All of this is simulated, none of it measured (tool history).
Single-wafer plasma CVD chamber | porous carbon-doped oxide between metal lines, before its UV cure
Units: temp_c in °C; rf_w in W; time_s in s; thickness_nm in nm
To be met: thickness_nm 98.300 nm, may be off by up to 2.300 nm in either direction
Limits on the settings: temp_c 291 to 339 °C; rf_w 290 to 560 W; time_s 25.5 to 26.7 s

run	hour	temp_c	rf_w	time_s	thickness_nm
1	0.0	315	425	26.7	117.790
2	3.7	315	425	25.5	113.140
3	11.3	308	425	25.5	115.960
4	12.1	313	405	25.5	109.380
5	14.8	318	395	25.5	105.160
6	20.7	321	390	25.5	102.660
7	24.0	321	390	25.5	101.860
8	29.1	323	390	25.5	101.640
9	29.7	324	390	25.5	100.320

5 candidate next runs follow, results not yet known. Just one meets every target within its allowed miss. Identify it.
A	30.3	317	370	25.5	?
B	30.3	316	390	25.5	?
C	30.3	326	405	25.5	?
D	30.3	326	400	26.1	?
E	30.3	322	410	25.5	?

move	thickness_nm
A	98.801
B	104.110
C	102.930
D	104.140
E	105.870
A: in spec on every target
B: lands further from the targets than the last run did
C: lands further from the targets than the last run did
D: lands further from the targets than the last run did
E: lands further from the targets than the last run did
The right move is A.
